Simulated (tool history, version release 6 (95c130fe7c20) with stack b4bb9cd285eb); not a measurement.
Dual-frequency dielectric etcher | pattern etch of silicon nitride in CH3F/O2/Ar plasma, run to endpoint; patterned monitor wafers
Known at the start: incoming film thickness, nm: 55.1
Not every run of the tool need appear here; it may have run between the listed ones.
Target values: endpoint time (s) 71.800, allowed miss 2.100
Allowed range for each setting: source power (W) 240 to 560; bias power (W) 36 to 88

run,hour,source power (W),bias power (W),endpoint time (s)
1,0.0,400,62,85.064
2,7.5,430,64,81.445
3,15.6,450,65,77.998
4,21.7,390,65,84.634
5,23.8,440,65,79.958
6,27.9,440,71,77.494
7,35.7,450,72,77.670
8,44.3,460,73,76.458
9,52.3,470,74,75.207

Which single option among these 5 for the next run brings every result within its allowed miss of target? Just one does.
A,60.3,420,74,?
B,60.3,410,88,?
C,60.3,530,87,?
D,60.3,430,70,?
E,60.3,500,74,?

move,endpoint time (s)
A,78.963
B,76.274
C,66.853
D,79.100
E,71.946
A: lands further from the targets than the last run did
B: lands further from the targets than the last run did
C: the result that was furthest off in the last run now lies on the other side of its target
D: lands further from the targets than the last run did
E: meets every target
Answer: E
